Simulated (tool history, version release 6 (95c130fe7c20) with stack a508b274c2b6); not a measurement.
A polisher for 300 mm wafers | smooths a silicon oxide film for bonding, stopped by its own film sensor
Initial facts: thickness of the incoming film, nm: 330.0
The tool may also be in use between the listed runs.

| run | hour | flow of slurry (ml/min) | pressure of the wafer on the pad (kPa) | speed of the pad under the wafer (cm/s) | abrasive content of the slurry | target thickness at which the film sensor stops the polish (Å) | time until the film sensor stopped the polish (s) |
|---|---|---|---|---|---|---|---|
| 1 | 0.0 | 285 | 14.5 | 74 | 1.0 | 2790 | 98.42 |
| 2 | 0.7 | 285 | 13.8 | 74 | 1.0 | 2790 | 101.78 |
| 3 | 1.9 | 325 | 13.8 | 74 | 1.0 | 2790 | 104.86 |
| 4 | 7.1 | 325 | 13.1 | 74 | 1.0 | 2790 | 107.36 |
| 5 | 9.0 | 325 | 12.4 | 74 | 1.0 | 2790 | 106.62 |
| 6 | 16.4 | 325 | 12.4 | 74 | 1.0 | 2760 | 117.74 |

Run 7 has not been measured yet. What should we expect?
| 7 | 25.3 | 325 | 11.7 | 74 | 1.0 | 2760 | ? |

time until the film sensor stopped the polish (s): 119.85
